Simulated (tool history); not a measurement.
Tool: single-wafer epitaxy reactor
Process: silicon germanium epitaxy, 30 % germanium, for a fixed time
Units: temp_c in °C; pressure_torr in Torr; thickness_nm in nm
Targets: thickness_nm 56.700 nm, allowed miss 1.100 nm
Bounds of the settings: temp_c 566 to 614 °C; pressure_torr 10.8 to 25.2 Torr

run  hour  temp_c  pressure_torr  thickness_nm
  1   0.0     590           18.0        44.000
  2   2.9     594           18.1        47.359
  3   6.7     594           15.8        45.610
  4   9.5     583           15.8        37.155
  5  11.3     592           15.8        43.682
  6  16.8     584           15.8        38.113
  7  20.7     590           15.9        42.307
  8  26.6     594           16.0        45.513
  9  29.1     597           16.1        47.977
 10  35.7     608           16.3        58.156

Which of these 5 next moves meets every target?
  A  42.3     604           16.0             ?
  B  42.3     606           16.3             ?
  C  42.3     603           17.1             ?
  D  42.3     603           17.0             ?
  E  42.3     604           15.4             ?

move  thickness_nm
   A        54.107
   B        56.285
   C        54.225
   D        54.132
   E        53.520
A: takes the result that was furthest off past its target
B: meets every target
C: takes the result that was furthest off past its target
D: takes the result that was furthest off past its target
E: takes the result that was furthest off past its target
The right move is B.
